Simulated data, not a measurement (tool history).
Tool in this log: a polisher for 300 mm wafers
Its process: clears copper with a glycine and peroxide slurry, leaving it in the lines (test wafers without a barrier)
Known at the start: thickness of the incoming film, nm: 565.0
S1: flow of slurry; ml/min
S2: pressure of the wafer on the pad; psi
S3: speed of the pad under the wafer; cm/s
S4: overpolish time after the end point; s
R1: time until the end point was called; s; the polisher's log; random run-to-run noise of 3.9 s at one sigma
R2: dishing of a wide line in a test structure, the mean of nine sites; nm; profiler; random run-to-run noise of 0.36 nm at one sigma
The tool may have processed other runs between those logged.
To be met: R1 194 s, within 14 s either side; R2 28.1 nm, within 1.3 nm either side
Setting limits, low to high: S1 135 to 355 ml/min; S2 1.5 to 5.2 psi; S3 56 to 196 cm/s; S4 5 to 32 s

run 1 day=0 | S1=225 S2=3.3 S3=126 S4=16 | R1=75.588 R2=45.173
run 2 day=0.1 | S1=225 S2=4 S3=126 S4=16 | R1=67.488 R2=48.092
run 3 day=0.154 | S1=200 S2=3.3 S3=106 S4=15 | R1=92.398 R2=41.665
run 4 day=0.183 | S1=195 S2=2.8 S3=92 S4=14 | R1=112.68 R2=36.317
run 5 day=0.233 | S1=195 S2=2.8 S3=82 S4=14 | R1=127.1 R2=34.2
run 6 day=0.429 | S1=195 S2=2.5 S3=76 S4=14 | R1=142.66 R2=31.013
run 7 day=0.625 | S1=190 S2=2.2 S3=74 S4=15 | R1=161.99 R2=30.716
run 8 day=0.988 | S1=190 S2=2 S3=74 S4=15 | R1=169.18 R2=29.967
run 9 day=1.221 | S1=190 S2=1.9 S3=74 S4=15 | R1=164.66 R2=29.233
run 10 day=1.462 | S1=190 S2=1.8 S3=72 S4=16 | R1=178.43 R2=29.631

5 candidate next runs follow, results not yet known. Just one meets every target within its allowed miss. Identify it.
run A day=1.704 | S1=225 S2=1.7 S3=80 S4=14 | R1=? R2=?
run B day=1.704 | S1=195 S2=1.8 S3=66 S4=16 | R1=? R2=?
run C day=1.704 | S1=280 S2=1.5 S3=84 S4=17 | R1=? R2=?
run D day=1.704 | S1=145 S2=1.5 S3=58 S4=19 | R1=? R2=?
run E day=1.704 | S1=175 S2=1.5 S3=56 S4=19 | R1=? R2=?

move=A R1=170.3 R2=28.22
move=B R1=193.23 R2=28.66
move=C R1=171.64 R2=31.794
move=D R1=240.45 R2=27.9
move=E R1=239.56 R2=28.032
A: meets the target for the result that was furthest off, but another lies outside its allowed miss
B: all results in spec
C: its largest miss is bigger than the last run's
D: meets the target for the result that was furthest off, but another lies outside its allowed miss
E: meets the target for the result that was furthest off, but another lies outside its allowed miss
Go with B: it meets all targets.
